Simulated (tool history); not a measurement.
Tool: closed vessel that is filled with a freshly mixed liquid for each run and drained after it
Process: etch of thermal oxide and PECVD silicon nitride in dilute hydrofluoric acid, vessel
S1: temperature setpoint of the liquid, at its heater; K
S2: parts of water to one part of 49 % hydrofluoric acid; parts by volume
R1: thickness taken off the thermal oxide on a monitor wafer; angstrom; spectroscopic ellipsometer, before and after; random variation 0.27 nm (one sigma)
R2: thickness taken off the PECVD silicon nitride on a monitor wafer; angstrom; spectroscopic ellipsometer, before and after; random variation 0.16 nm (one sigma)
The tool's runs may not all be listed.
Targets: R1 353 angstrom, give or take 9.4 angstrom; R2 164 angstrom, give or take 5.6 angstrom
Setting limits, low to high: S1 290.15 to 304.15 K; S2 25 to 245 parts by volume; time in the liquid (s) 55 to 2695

{"run": 1, "hour": 0.0, "S1": 296.15, "S2": 135, "time in the liquid (s)": 1375, "R1": 450.82, "R2": 280.43}
{"run": 2, "hour": 3.2, "S1": 296.15, "S2": 100, "time in the liquid (s)": 1375, "R1": 638.08, "R2": 369.9}
{"run": 3, "hour": 10.8, "S1": 296.15, "S2": 50, "time in the liquid (s)": 1375, "R1": 1349.1, "R2": 737.88}
{"run": 4, "hour": 19.9, "S1": 296.15, "S2": 25, "time in the liquid (s)": 1375, "R1": 2841.2, "R2": 1451.5}
{"run": 5, "hour": 27.9, "S1": 296.15, "S2": 50, "time in the liquid (s)": 1375, "R1": 1349.6, "R2": 725.14}
{"run": 6, "hour": 31.1, "S1": 296.15, "S2": 50, "time in the liquid (s)": 835, "R1": 827.79, "R2": 447.23}
{"run": 7, "hour": 40.0, "S1": 295.15, "S2": 55, "time in the liquid (s)": 830, "R1": 713.68, "R2": 381.47}
{"run": 8, "hour": 45.2, "S1": 294.65, "S2": 60, "time in the liquid (s)": 820, "R1": 623.92, "R2": 328.13}
{"run": 9, "hour": 53.0, "S1": 294.15, "S2": 60, "time in the liquid (s)": 820, "R1": 618.86, "R2": 319.99}

Pick the move, out of 4, that brings all results within their allowed miss; only one does.
{"run": "A", "hour": 60.8, "S1": 290.15, "S2": 55, "time in the liquid (s)": 370, "R1": "?", "R2": "?"}
{"run": "B", "hour": 60.8, "S1": 290.15, "S2": 60, "time in the liquid (s)": 555, "R1": "?", "R2": "?"}
{"run": "C", "hour": 60.8, "S1": 290.15, "S2": 85, "time in the liquid (s)": 850, "R1": "?", "R2": "?"}
{"run": "D", "hour": 60.8, "S1": 291.15, "S2": 50, "time in the liquid (s)": 465, "R1": "?", "R2": "?"}

move=A R1=256.28 R2=116.82
move=B R1=350.45 R2=161.05
move=C R1=368.74 R2=175.97
move=D R1=372.04 R2=172.82
A: takes the result that was furthest off past its target
B: all results in spec
C: gains on the last run, yet a result remains outside its allowed miss
D: gains on the last run, yet a result remains outside its allowed miss
The right move is B.

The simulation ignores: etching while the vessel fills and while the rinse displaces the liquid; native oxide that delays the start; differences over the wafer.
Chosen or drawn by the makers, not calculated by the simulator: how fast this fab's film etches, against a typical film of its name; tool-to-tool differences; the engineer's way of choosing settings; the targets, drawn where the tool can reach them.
